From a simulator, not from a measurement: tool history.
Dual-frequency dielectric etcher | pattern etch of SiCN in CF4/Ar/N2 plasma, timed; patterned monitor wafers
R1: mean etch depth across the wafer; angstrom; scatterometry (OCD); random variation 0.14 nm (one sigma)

run 1 hour=0 | source_power_(kW)=0.31 bias_power_(kW)=0.071 Ar_flow_(sccm)=107 CF4_flow_(sccm)=43 etch_time_(s)=66.5 | R1=382.24
run 2 hour=6.1 | source_power_(kW)=0.28 bias_power_(kW)=0.071 Ar_flow_(sccm)=107 CF4_flow_(sccm)=43 etch_time_(s)=66.5 | R1=350.19
run 3 hour=13.1 | source_power_(kW)=0.28 bias_power_(kW)=0.071 Ar_flow_(sccm)=123 CF4_flow_(sccm)=43 etch_time_(s)=66.5 | R1=346.17
run 4 hour=20.6 | source_power_(kW)=0.23 bias_power_(kW)=0.071 Ar_flow_(sccm)=123 CF4_flow_(sccm)=43 etch_time_(s)=66.5 | R1=298.73
run 5 hour=27.5 | source_power_(kW)=0.23 bias_power_(kW)=0.071 Ar_flow_(sccm)=123 CF4_flow_(sccm)=43 etch_time_(s)=66.5 | R1=299.53
run 6 hour=36.3 | source_power_(kW)=0.23 bias_power_(kW)=0.071 Ar_flow_(sccm)=123 CF4_flow_(sccm)=43 etch_time_(s)=66.5 | R1=299.33
-- hour=40 wet clean of the chamber
run 7 hour=40 | source_power_(kW)=0.29 bias_power_(kW)=0.072 Ar_flow_(sccm)=123 CF4_flow_(sccm)=43 etch_time_(s)=66.5 | R1=346.13
run 8 hour=43 | source_power_(kW)=0.31 bias_power_(kW)=0.072 Ar_flow_(sccm)=123 CF4_flow_(sccm)=43 etch_time_(s)=66.5 | R1=364.16

What will run 9 give?
run 9 hour=45.4 | source_power_(kW)=0.33 bias_power_(kW)=0.072 Ar_flow_(sccm)=123 CF4_flow_(sccm)=43 etch_time_(s)=66.5 | R1=?

For run 9 the tool returned R1 384.99 angstrom.
